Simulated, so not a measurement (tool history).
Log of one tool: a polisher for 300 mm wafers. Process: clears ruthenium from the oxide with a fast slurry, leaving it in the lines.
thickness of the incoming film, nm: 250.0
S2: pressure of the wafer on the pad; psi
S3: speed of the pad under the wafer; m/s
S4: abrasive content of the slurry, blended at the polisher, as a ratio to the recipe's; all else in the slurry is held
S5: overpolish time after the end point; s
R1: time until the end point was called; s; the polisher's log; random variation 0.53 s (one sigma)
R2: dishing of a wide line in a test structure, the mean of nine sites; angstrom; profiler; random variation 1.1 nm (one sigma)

{"run": 1, "day": 0.0, "flow of slurry (ml/min)": 145, "S2": 2.8, "S3": 0.88, "S4": 1.0, "S5": 16, "R1": 66.114, "R2": 407.55}
{"run": 2, "day": 0.262, "flow of slurry (ml/min)": 145, "S2": 2.8, "S3": 0.88, "S4": 1.0, "S5": 18, "R1": 67.054, "R2": 465.11}
{"run": 3, "day": 0.375, "flow of slurry (ml/min)": 145, "S2": 2.8, "S3": 0.96, "S4": 1.0, "S5": 18, "R1": 63.111, "R2": 464.91}
{"run": 4, "day": 0.6, "flow of slurry (ml/min)": 150, "S2": 2.8, "S3": 0.96, "S4": 1.0, "S5": 20, "R1": 62.384, "R2": 528.5}
{"run": 5, "day": 0.667, "flow of slurry (ml/min)": 150, "S2": 3.3, "S3": 0.96, "S4": 1.0, "S5": 20, "R1": 53.783, "R2": 573.4}
{"run": 6, "day": 0.992, "flow of slurry (ml/min)": 150, "S2": 3.7, "S3": 0.96, "S4": 1.0, "S5": 20, "R1": 47.854, "R2": 605.5}
{"run": 7, "day": 1.188, "flow of slurry (ml/min)": 150, "S2": 3.7, "S3": 0.96, "S4": 1.0, "S5": 20, "R1": 48.214, "R2": 613.16}

Forecast run 8:
{"run": 8, "day": 1.321, "flow of slurry (ml/min)": 145, "S2": 3.5, "S3": 0.96, "S4": 1.0, "S5": 21, "R1": "?", "R2": "?"}

{"run 8": {"R1": 51.431, "R2": 614.29}}
